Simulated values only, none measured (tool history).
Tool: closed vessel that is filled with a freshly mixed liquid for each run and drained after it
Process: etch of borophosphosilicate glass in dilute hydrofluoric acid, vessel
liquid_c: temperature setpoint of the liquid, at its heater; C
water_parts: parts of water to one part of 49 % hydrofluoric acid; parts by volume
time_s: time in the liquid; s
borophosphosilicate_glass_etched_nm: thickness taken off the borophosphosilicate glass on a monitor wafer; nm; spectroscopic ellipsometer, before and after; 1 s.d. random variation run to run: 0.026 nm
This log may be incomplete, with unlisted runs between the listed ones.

| run | day | liquid_c | water_parts | time_s | borophosphosilicate_glass_etched_nm |
|---|---|---|---|---|---|
| 1 | 0 | 23 | 290 | 35 | 5.3217 |
| 2 | 0.308 | 21 | 290 | 35 | 4.9563 |
| 3 | 0.412 | 18.5 | 290 | 35 | 4.535 |
| 4 | 0.712 | 17 | 290 | 35 | 4.3 |
| 5 | 0.825 | 19.5 | 290 | 35 | 4.7457 |
| 6 | 0.992 | 19.5 | 290 | 35 | 4.7391 |

Predict the results of run 7:
| 7 | 1.258 | 19 | 300 | 35 | ? |

Run 7 measured borophosphosilicate_glass_etched_nm 4.4153 nm.
